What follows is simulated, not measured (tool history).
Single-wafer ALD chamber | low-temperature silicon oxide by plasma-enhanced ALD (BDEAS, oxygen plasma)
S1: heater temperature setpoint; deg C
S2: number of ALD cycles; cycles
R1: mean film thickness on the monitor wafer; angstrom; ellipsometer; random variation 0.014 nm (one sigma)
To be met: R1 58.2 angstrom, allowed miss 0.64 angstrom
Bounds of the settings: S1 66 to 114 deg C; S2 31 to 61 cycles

run,hour,S1,S2,R1
1,0,90,46,66.144
2,6.4,83,46,67.568
3,10.1,86,46,67.092
4,10.7,89,46,66.454
5,15.5,89,51,73.398
6,21.3,89,53,76.212
7,24.3,92,52,74.002
8,31.4,94,51,72.224
9,40,96,50,70.386
# hour 42.9: thermocouple changed; heater temperature recalibrated
10,42.9,98,49,67.74
11,46.3,100,48,65.833
12,50.3,102,48,65.525
13,51.5,103,48,65.551
14,52.2,104,47,64.037
15,54.5,105,47,63.722
16,63.5,106,47,63.781

Which of these 5 next moves meets every target?
A,72.5,104,45,?
B,72.5,106,43,?
C,72.5,106,41,?
D,72.5,109,40,?
E,72.5,103,52,?

move,R1
A,61.158
B,58.246
C,55.537
D,53.912
E,70.788
A: nearer than the last run, and not there yet
B: meets every target
C: takes the result that was furthest off past its target
D: takes the result that was furthest off past its target
E: further off than the last run
Answer: B

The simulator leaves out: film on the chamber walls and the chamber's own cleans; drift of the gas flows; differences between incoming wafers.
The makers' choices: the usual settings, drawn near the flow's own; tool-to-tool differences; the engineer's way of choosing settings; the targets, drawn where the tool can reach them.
